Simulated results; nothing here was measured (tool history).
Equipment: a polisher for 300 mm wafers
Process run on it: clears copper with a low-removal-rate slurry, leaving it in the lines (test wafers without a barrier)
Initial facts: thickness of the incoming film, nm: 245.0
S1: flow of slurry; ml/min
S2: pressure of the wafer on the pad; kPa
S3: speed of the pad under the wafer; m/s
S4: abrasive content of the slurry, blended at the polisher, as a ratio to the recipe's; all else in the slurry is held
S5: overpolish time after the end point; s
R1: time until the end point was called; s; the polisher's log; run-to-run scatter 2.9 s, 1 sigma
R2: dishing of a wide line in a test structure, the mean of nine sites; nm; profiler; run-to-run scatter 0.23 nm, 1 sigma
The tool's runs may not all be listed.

run  hour   S1    S2    S3    S4  S5       R1       R2
  1   0.0  155  26.2  0.90  1.00  30   72.347  33.6800
  2   4.2  155  21.4  0.80  1.00  23  103.450  25.7860
  3   5.5  185  17.9  0.74  1.15  18  125.090  20.4130
  4  13.9  185  17.9  0.74  1.15  28  123.770  27.0260
  5  16.8  185  12.4  0.74  1.15  28  175.110  19.6070
  6  20.1  155  12.4  0.88  0.95  21  155.020  17.8740

What does the tool deliver on the next run?
  7  29.1  110  11.7  0.98  0.70   9   ?   ?

Run 7 yielded R1 172.510 s, R2 8.9097 nm.
